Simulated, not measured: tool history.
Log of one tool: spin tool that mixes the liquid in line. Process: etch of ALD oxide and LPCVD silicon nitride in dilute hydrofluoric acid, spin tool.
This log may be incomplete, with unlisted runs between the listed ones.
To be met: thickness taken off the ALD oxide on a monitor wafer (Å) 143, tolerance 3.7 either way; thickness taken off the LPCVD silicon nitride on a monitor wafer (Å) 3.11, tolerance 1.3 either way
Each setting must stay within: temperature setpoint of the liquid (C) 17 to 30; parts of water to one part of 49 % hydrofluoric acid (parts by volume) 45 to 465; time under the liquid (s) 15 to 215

run,day,temperature setpoint of the liquid (C),parts of water to one part of 49 % hydrofluoric acid (parts by volume),time under the liquid (s),thickness taken off the ALD oxide on a monitor wafer (Å),thickness taken off the LPCVD silicon nitride on a monitor wafer (Å)
1,0,22,255,110,74.403,2.1375
2,0.029,22,255,85,57.57,1.2311
3,0.321,25,255,85,63.859,2.0465
4,0.479,27.5,255,85,70.039,2.1847
5,0.633,27.5,255,125,103.03,3.6654
6,0.729,27.5,185,125,154.58,4.9883
7,0.825,27,185,125,150.38,4.3023
8,1.146,26.5,185,125,149.58,4.895

Exactly one of the 4 candidate moves below puts every result within its allowed miss. Which one?
A,1.467,21,145,105,?,?
B,1.467,20,140,110,?,?
C,1.467,22.5,155,105,?,?
D,1.467,28,205,140,?,?

move,thickness taken off the ALD oxide on a monitor wafer (Å),thickness taken off the LPCVD silicon nitride on a monitor wafer (Å)
A,134.85,2.9817
B,141.36,3.024
C,132.33,3.0826
D,154.47,4.4008
A: takes the biggest miss from the last run beyond its target
B: in spec on every target
C: takes the biggest miss from the last run beyond its target
D: misses by more than the last run did
Move B is the one to make.
